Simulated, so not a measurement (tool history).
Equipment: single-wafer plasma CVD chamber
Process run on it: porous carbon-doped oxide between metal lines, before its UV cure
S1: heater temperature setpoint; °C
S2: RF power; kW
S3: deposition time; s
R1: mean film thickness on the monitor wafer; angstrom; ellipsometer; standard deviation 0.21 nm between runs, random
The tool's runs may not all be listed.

run  hour   S1     S2    S3       R1
  1   0.0  315  0.375  28.5  1165.20
  2   4.9  320  0.355  28.5  1074.80
  3   9.7  320  0.355  29.5  1107.50
  4  11.4  324  0.345  29.5  1055.50
  5  15.5  327  0.335  29.5  1008.20
  6  23.3  327  0.360  29.5  1081.10
  7  24.2  330  0.345  29.5  1022.50
  8  26.9  338  0.305  29.3   858.00
  9  35.0  336  0.305  29.3   865.89
 10  36.3  335  0.305  29.3   869.41

Run 11 is up next; what results do you expect?
 11  37.2  334  0.305  29.3   ?

R1: 878.27 angstrom

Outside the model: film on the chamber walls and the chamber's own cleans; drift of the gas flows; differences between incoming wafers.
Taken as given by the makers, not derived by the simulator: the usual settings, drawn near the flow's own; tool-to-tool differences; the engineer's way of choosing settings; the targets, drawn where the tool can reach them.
